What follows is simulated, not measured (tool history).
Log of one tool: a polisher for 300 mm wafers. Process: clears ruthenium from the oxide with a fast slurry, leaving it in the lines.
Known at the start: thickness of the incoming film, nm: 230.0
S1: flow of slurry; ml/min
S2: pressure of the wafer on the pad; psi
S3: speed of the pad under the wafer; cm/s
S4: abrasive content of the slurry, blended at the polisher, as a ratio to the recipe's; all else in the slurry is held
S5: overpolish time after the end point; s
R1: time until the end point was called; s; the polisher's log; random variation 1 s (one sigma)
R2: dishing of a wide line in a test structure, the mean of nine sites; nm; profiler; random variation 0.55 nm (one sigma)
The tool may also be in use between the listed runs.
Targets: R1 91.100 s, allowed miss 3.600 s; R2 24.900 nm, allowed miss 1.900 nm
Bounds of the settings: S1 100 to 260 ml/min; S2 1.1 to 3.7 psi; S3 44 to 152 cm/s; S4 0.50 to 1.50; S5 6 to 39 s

run 1 hour=0.0 | S1=165 S2=2.4 S3=98 S4=1.00 S5=20 | R1=62.785 R2=53.371
run 2 hour=4.5 | S1=145 S2=2.4 S3=98 S4=1.00 S5=20 | R1=65.106 R2=54.138
run 3 hour=6.1 | S1=165 S2=2.4 S3=98 S4=1.00 S5=20 | R1=63.154 R2=52.110
run 4 hour=8.4 | S1=165 S2=2.2 S3=98 S4=1.00 S5=18 | R1=67.883 R2=46.922
run 5 hour=16.3 | S1=165 S2=2.0 S3=98 S4=1.00 S5=15 | R1=72.013 R2=37.001
run 6 hour=24.1 | S1=160 S2=1.9 S3=98 S4=1.00 S5=14 | R1=74.961 R2=33.779
run 7 hour=28.7 | S1=160 S2=1.9 S3=98 S4=1.00 S5=14 | R1=76.183 R2=35.182
run 8 hour=32.8 | S1=160 S2=1.9 S3=98 S4=1.00 S5=14 | R1=75.109 R2=34.845
run 9 hour=34.8 | S1=155 S2=1.8 S3=98 S4=1.00 S5=13 | R1=77.004 R2=30.871
run 10 hour=40.6 | S1=155 S2=1.7 S3=98 S4=1.00 S5=13 | R1=79.802 R2=29.262
run 11 hour=45.0 | S1=155 S2=1.6 S3=98 S4=1.00 S5=13 | R1=84.360 R2=28.687
run 12 hour=47.1 | S1=155 S2=1.6 S3=98 S4=1.00 S5=13 | R1=83.715 R2=28.592

Which of these 4 next moves meets every target?
run A hour=49.2 | S1=165 S2=1.4 S3=104 S4=0.90 S5=12 | R1=? R2=?
run B hour=49.2 | S1=145 S2=1.2 S3=94 S4=1.05 S5=15 | R1=? R2=?
run C hour=49.2 | S1=225 S2=1.6 S3=84 S4=1.00 S5=15 | R1=? R2=?
run D hour=49.2 | S1=110 S2=1.7 S3=130 S4=0.65 S5=16 | R1=? R2=?

move=A R1=89.468 R2=26.028
move=B R1=99.091 R2=29.112
move=C R1=88.205 R2=32.388
move=D R1=86.189 R2=35.071
A: meets every target
B: takes the result that was furthest off past its target
C: brings the result that was furthest off to its target, and leaves another outside
D: further off than the last run
The right move is A.

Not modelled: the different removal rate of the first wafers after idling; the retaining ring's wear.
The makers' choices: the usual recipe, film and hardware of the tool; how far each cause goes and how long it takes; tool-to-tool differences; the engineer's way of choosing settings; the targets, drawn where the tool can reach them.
